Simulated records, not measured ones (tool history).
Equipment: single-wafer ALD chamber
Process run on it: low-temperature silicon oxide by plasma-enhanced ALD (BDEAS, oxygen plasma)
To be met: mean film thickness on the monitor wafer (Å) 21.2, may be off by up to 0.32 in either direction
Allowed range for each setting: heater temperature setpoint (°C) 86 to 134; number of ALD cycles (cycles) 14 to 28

| run | hour | heater temperature setpoint (°C) | number of ALD cycles (cycles) | mean film thickness on the monitor wafer (Å) |
|---|---|---|---|---|
| 1 | 0 | 110 | 21 | 27.884 |
| 2 | 0.7 | 110 | 18 | 23.885 |
| 3 | 5 | 101 | 18 | 24.23 |
| 4 | 6.1 | 104 | 17 | 22.934 |
| 5 | 8 | 104 | 16 | 21.56 |
| 6 | 13 | 104 | 18 | 24.36 |
| 7 | 15 | 110 | 18 | 24.017 |
| 8 | 23 | 122 | 16 | 20.889 |
| 9 | 26.7 | 121 | 16 | 20.798 |
| 10 | 35.4 | 120 | 16 | 20.96 |

Next run, 4 choices. One meets every target within its allowed miss, the rest don't. Which?
| A | 44.1 | 107 | 15 | ? |
| B | 44.1 | 115 | 16 | ? |
| C | 44.1 | 128 | 16 | ? |
| D | 44.1 | 131 | 16 | ? |

| move | mean film thickness on the monitor wafer (Å) |
|---|---|
| A | 20.146 |
| B | 21.131 |
| C | 20.55 |
| D | 20.415 |
A: moves away from the targets compared with the last run
B: every result lands within tolerance
C: moves away from the targets compared with the last run
D: moves away from the targets compared with the last run
Go with B: it meets all targets.

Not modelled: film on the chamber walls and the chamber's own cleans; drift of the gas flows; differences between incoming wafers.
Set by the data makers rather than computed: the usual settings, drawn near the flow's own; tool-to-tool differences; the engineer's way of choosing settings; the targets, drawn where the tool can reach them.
